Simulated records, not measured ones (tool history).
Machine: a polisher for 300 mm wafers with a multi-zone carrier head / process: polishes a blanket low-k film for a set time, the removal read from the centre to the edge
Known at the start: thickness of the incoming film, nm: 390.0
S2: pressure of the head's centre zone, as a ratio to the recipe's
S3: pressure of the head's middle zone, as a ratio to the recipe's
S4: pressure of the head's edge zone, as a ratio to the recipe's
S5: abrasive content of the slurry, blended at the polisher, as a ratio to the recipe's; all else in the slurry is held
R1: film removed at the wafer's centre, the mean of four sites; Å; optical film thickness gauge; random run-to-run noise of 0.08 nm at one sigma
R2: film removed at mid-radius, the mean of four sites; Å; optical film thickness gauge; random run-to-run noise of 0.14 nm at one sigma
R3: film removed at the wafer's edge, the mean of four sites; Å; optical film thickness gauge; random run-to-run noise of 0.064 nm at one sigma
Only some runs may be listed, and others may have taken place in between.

{"run": 1, "hour": 0.0, "flow of slurry (ml/min)": 250, "S2": 1.0, "S3": 1.0, "S4": 1.0, "S5": 1.0, "polishing time (s)": 55, "R1": 205.32, "R2": 201.35, "R3": 199.75}
{"run": 2, "hour": 7.2, "flow of slurry (ml/min)": 240, "S2": 0.96, "S3": 0.99, "S4": 0.98, "S5": 0.9, "polishing time (s)": 50, "R1": 173.77, "R2": 171.56, "R3": 176.34}
{"run": 3, "hour": 11.0, "flow of slurry (ml/min)": 235, "S2": 0.93, "S3": 1.01, "S4": 0.96, "S5": 0.8, "polishing time (s)": 45, "R1": 145.29, "R2": 153.33, "R3": 151.1}
{"run": 4, "hour": 14.9, "flow of slurry (ml/min)": 235, "S2": 0.93, "S3": 1.01, "S4": 0.96, "S5": 0.8, "polishing time (s)": 40, "R1": 131.03, "R2": 132.93, "R3": 134.93}
{"run": 5, "hour": 15.8, "flow of slurry (ml/min)": 190, "S2": 0.93, "S3": 1.01, "S4": 0.96, "S5": 0.8, "polishing time (s)": 40, "R1": 124.71, "R2": 135.12, "R3": 130.17}
{"run": 6, "hour": 23.8, "flow of slurry (ml/min)": 150, "S2": 0.93, "S3": 1.01, "S4": 0.96, "S5": 0.8, "polishing time (s)": 40, "R1": 117.47, "R2": 126.34, "R3": 127.21}
{"run": 7, "hour": 29.5, "flow of slurry (ml/min)": 150, "S2": 0.91, "S3": 1.01, "S4": 0.95, "S5": 0.75, "polishing time (s)": 39, "R1": 112.22, "R2": 125.03, "R3": 120.59}
{"run": 8, "hour": 38.1, "flow of slurry (ml/min)": 150, "S2": 0.89, "S3": 1.0, "S4": 0.95, "S5": 0.7, "polishing time (s)": 38, "R1": 105.17, "R2": 117.86, "R3": 115.9}

Run 9 is up next; what results do you expect?
{"run": 9, "hour": 41.0, "flow of slurry (ml/min)": 150, "S2": 0.82, "S3": 0.96, "S4": 0.87, "S5": 0.5, "polishing time (s)": 35, "R1": "?", "R2": "?", "R3": "?"}

R1: 80.951 Å
R2: 93.143 Å
R3: 94.047 Å

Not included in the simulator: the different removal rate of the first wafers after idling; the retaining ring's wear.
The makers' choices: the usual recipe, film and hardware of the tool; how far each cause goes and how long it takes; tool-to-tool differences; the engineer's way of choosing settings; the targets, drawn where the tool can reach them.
